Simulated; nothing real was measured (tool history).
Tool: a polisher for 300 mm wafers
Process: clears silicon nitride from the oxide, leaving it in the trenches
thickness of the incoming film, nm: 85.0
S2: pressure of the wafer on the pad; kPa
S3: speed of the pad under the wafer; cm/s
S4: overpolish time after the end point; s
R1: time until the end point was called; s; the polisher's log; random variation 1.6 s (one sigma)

run 1 hour=0 | flow_of_slurry_(ml/min)=200 S2=12.4 S3=102 S4=14 | R1=154.39
run 2 hour=1.5 | flow_of_slurry_(ml/min)=200 S2=13.1 S3=102 S4=14 | R1=148.96
run 3 hour=5.5 | flow_of_slurry_(ml/min)=200 S2=13.1 S3=102 S4=14 | R1=146.47
run 4 hour=14.4 | flow_of_slurry_(ml/min)=200 S2=15.2 S3=102 S4=14 | R1=128.88
run 5 hour=21.4 | flow_of_slurry_(ml/min)=200 S2=15.9 S3=102 S4=14 | R1=120.85
run 6 hour=27.8 | flow_of_slurry_(ml/min)=200 S2=15.9 S3=90 S4=14 | R1=135.96
run 7 hour=30.1 | flow_of_slurry_(ml/min)=200 S2=16.5 S3=90 S4=14 | R1=132.12

The next listed run, before its measurement:
run 8 hour=35.9 | flow_of_slurry_(ml/min)=200 S2=17.2 S3=90 S4=14 | R1=?

Run 8 gave R1 126.33 s.

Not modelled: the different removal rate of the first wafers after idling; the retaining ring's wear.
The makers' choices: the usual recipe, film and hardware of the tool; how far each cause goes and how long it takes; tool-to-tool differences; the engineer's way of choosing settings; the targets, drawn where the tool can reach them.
